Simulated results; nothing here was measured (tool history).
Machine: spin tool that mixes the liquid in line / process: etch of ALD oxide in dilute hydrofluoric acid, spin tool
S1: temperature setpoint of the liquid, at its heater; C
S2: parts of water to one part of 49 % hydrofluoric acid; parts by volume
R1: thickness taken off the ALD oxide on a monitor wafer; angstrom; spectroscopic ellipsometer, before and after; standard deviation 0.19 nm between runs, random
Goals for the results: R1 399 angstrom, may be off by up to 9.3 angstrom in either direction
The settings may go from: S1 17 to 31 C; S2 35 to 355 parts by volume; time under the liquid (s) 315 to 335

run 1 hour=0 | S1=23 S2=195 time_under_the_liquid_(s)=315 | R1=181.14
run 2 hour=3.5 | S1=25 S2=170 time_under_the_liquid_(s)=315 | R1=229.5
run 3 hour=6.5 | S1=26.5 S2=155 time_under_the_liquid_(s)=315 | R1=271.58
run 4 hour=14.6 | S1=26.5 S2=155 time_under_the_liquid_(s)=315 | R1=270.37
run 5 hour=20.8 | S1=26.5 S2=155 time_under_the_liquid_(s)=315 | R1=271.21
run 6 hour=26.1 | S1=24 S2=155 time_under_the_liquid_(s)=315 | R1=245.02
run 7 hour=28 | S1=26 S2=145 time_under_the_liquid_(s)=315 | R1=285.71
run 8 hour=29.5 | S1=27.5 S2=140 time_under_the_liquid_(s)=315 | R1=316.17
run 9 hour=38 | S1=28.5 S2=135 time_under_the_liquid_(s)=315 | R1=340.69
run 10 hour=45 | S1=29 S2=135 time_under_the_liquid_(s)=315 | R1=350.1
run 11 hour=48.5 | S1=29 S2=135 time_under_the_liquid_(s)=315 | R1=351.46
run 12 hour=55 | S1=29.5 S2=135 time_under_the_liquid_(s)=315 | R1=356.51
run 13 hour=58.3 | S1=30 S2=135 time_under_the_liquid_(s)=315 | R1=364.4
run 14 hour=65.1 | S1=30.5 S2=135 time_under_the_liquid_(s)=315 | R1=373.05

Of the 5 settings listed for the next run, only one would bring every result within its allowed miss of target. Which one?
run A hour=71.9 | S1=22 S2=105 time_under_the_liquid_(s)=315 | R1=?
run B hour=71.9 | S1=26.5 S2=130 time_under_the_liquid_(s)=315 | R1=?
run C hour=71.9 | S1=30.5 S2=140 time_under_the_liquid_(s)=315 | R1=?
run D hour=71.9 | S1=29 S2=115 time_under_the_liquid_(s)=315 | R1=?
run E hour=71.9 | S1=24.5 S2=105 time_under_the_liquid_(s)=320 | R1=?

move=A R1=356.86
move=B R1=333.38
move=C R1=354.25
move=D R1=422.12
move=E R1=400.39
A: its largest miss is bigger than the last run's
B: its largest miss is bigger than the last run's
C: its largest miss is bigger than the last run's
D: carries the result that was furthest off beyond its target, to the other side
E: hits every target within its allowed miss
Go with E: it meets all targets.
